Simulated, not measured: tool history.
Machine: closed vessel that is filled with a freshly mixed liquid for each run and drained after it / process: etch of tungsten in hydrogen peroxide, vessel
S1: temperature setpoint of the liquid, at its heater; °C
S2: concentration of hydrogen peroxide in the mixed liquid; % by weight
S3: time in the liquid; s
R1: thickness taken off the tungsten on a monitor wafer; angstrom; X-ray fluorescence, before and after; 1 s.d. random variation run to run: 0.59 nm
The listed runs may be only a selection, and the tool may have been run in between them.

| run | day | S1 | S2 | S3 | R1 |
|---|---|---|---|---|---|
| 1 | 0.000 | 56.0 | 25.5 | 105 | 3007.1 |
| 2 | 0.042 | 52.5 | 25.5 | 105 | 2450.5 |
| 3 | 0.100 | 52.5 | 28.0 | 105 | 2551.1 |
| 4 | 0.229 | 59.0 | 28.0 | 105 | 3744.3 |
| 5 | 0.475 | 62.5 | 28.0 | 105 | 4575.6 |
|  | 0.712 | new drum of peroxide connected |
| 6 | 0.712 | 59.0 | 28.0 | 105 | 3850.1 |

Run 7 has not been measured yet. What should we expect?
| 7 | 0.754 | 56.0 | 28.0 | 105 | ? |

{"run 7": {"R1": 3261.0}}
